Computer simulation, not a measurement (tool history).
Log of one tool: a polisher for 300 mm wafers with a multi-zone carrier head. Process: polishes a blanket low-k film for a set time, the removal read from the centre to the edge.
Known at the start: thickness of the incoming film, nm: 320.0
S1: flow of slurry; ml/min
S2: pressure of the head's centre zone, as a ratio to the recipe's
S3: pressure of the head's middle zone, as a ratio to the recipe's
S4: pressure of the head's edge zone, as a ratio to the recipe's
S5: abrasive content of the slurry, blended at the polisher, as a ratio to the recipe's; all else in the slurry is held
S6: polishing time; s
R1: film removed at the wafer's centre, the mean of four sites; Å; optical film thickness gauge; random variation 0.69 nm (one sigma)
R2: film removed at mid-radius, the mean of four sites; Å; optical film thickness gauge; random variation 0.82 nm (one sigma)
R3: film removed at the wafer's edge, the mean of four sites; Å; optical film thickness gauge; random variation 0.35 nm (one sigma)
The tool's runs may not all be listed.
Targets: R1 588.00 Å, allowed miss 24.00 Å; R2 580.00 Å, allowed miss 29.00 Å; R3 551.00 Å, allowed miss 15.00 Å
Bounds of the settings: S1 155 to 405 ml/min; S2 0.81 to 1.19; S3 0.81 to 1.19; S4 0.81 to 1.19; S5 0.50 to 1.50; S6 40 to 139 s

run	hour	S1	S2	S3	S4	S5	S6	R1	R2	R3
1	0.0	260	1.00	1.00	1.00	1.00	89	469.54	464.62	469.92
2	4.3	260	1.00	1.00	1.00	0.85	89	419.44	435.09	429.19
3	10.2	265	1.01	1.01	1.01	0.90	89	449.02	442.28	442.87
4	15.7	265	1.01	1.02	1.01	0.95	89	456.56	456.42	458.03
5	16.4	265	1.02	1.03	1.01	1.00	89	480.07	475.77	473.01
6	22.8	265	1.03	1.04	1.02	1.00	89	477.45	487.53	474.02
7	30.4	270	1.04	1.05	1.03	1.00	89	489.06	496.68	480.77
8	39.0	275	1.05	1.06	1.04	1.00	89	482.86	488.67	478.57
9	39.8	275	1.06	1.07	1.04	1.00	89	502.69	501.47	482.04
10	41.0	275	1.07	1.08	1.05	1.00	89	496.55	505.91	481.01
11	49.6	275	1.08	1.08	1.06	1.00	89	495.40	490.57	484.83
12	52.4	280	1.09	1.09	1.06	1.00	89	515.99	497.76	482.46

Which of these 5 next moves meets every target?
A	55.2	285	0.86	0.84	1.19	1.20	81	?	?	?
B	55.2	255	1.08	0.92	1.16	1.00	91	?	?	?
C	55.2	175	0.86	0.91	1.19	1.40	89	?	?	?
D	55.2	225	1.03	1.11	1.02	1.10	98	?	?	?
E	55.2	305	1.09	1.09	1.04	1.05	99	?	?	?

move	R1	R2	R3
A	413.07	407.90	515.20
B	500.70	444.60	515.46
C	448.95	477.34	573.92
D	536.15	580.40	538.74
E	576.52	584.39	551.67
A: further off than the last run
B: as far off as the last run
C: takes the result that was furthest off past its target
D: brings the result that was furthest off to its target, and leaves another outside
E: meets every target
The right move is E.

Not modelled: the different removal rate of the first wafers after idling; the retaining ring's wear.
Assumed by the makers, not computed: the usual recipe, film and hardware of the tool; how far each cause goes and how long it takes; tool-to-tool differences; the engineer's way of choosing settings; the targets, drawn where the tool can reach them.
